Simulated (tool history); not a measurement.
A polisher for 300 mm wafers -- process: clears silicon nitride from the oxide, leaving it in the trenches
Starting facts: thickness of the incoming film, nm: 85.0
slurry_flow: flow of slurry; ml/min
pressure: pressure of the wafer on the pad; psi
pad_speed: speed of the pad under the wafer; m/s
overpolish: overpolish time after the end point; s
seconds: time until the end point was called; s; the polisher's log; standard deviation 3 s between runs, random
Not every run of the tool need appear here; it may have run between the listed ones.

run 1 day=0 | slurry_flow=175 pressure=1.6 pad_speed=1.12 overpolish=3 | seconds=161.12
run 2 day=0.1 | slurry_flow=175 pressure=1.5 pad_speed=1.12 overpolish=3 | seconds=172.71
run 3 day=0.442 | slurry_flow=175 pressure=1.4 pad_speed=1.12 overpolish=3 | seconds=187.1
run 4 day=0.625 | slurry_flow=175 pressure=1.4 pad_speed=1.32 overpolish=3 | seconds=156.67
run 5 day=0.858 | slurry_flow=175 pressure=1.4 pad_speed=1.16 overpolish=3 | seconds=176.07
run 6 day=0.975 | slurry_flow=175 pressure=1.3 pad_speed=1.16 overpolish=3 | seconds=189.49

Run 7 has not been measured yet. What should we expect?
run 7 day=1.225 | slurry_flow=175 pressure=1.2 pad_speed=1.16 overpolish=3 | seconds=?

seconds: 199.99 s
